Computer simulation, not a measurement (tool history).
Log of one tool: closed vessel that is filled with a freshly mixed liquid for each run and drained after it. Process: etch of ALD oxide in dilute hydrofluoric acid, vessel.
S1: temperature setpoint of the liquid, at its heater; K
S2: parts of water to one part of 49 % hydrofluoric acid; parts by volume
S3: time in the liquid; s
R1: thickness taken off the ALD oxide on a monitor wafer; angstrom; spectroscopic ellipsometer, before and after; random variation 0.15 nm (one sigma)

run 1 hour=0 | S1=293.15 S2=160 S3=90 | R1=115.89
run 2 hour=2.8 | S1=294.15 S2=155 S3=90 | R1=123.68
run 3 hour=8.4 | S1=295.15 S2=150 S3=90 | R1=134.83
run 4 hour=9.2 | S1=295.65 S2=145 S3=90 | R1=142.07
run 5 hour=16.9 | S1=292.65 S2=145 S3=90 | R1=126.73
run 6 hour=24.4 | S1=292.65 S2=145 S3=90 | R1=127.22
run 7 hour=28.4 | S1=293.65 S2=140 S3=90 | R1=138.46
run 8 hour=30.2 | S1=297.65 S2=120 S3=90 | R1=191.96
run 9 hour=31.3 | S1=298.65 S2=120 S3=90 | R1=198.97

Forecast run 10:
run 10 hour=39.3 | S1=299.15 S2=120 S3=90 | R1=?

R1: 202.24 angstrom

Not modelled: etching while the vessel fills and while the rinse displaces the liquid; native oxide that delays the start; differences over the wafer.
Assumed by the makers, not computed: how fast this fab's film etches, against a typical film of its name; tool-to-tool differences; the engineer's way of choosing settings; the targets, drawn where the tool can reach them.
